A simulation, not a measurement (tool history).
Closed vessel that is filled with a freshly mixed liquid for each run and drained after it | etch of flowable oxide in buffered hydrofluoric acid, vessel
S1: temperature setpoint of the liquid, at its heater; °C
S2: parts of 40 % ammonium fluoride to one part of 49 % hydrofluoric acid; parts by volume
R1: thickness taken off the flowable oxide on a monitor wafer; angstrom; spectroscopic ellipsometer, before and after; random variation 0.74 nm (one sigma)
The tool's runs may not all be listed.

run 1 hour=0 | S1=25 S2=21 time_in_the_liquid_(s)=95 | R1=1012.2
run 2 hour=5.1 | S1=25 S2=25.5 time_in_the_liquid_(s)=95 | R1=899.14
run 3 hour=13.8 | S1=23.5 S2=25.5 time_in_the_liquid_(s)=95 | R1=832.06
run 4 hour=14.8 | S1=23.5 S2=25.5 time_in_the_liquid_(s)=95 | R1=823.72
run 5 hour=19.2 | S1=25 S2=25.5 time_in_the_liquid_(s)=95 | R1=902.55
run 6 hour=27.7 | S1=24.5 S2=25.5 time_in_the_liquid_(s)=95 | R1=873.47
run 7 hour=29 | S1=24 S2=25.5 time_in_the_liquid_(s)=95 | R1=858.86
run 8 hour=31.9 | S1=23.5 S2=25.5 time_in_the_liquid_(s)=95 | R1=850.99
run 9 hour=36.4 | S1=23.5 S2=25.5 time_in_the_liquid_(s)=95 | R1=828.97

Run 10 comes next. What will it give?
run 10 hour=38.5 | S1=23 S2=25.5 time_in_the_liquid_(s)=95 | R1=?

{"run 10": {"R1": 824.43}}

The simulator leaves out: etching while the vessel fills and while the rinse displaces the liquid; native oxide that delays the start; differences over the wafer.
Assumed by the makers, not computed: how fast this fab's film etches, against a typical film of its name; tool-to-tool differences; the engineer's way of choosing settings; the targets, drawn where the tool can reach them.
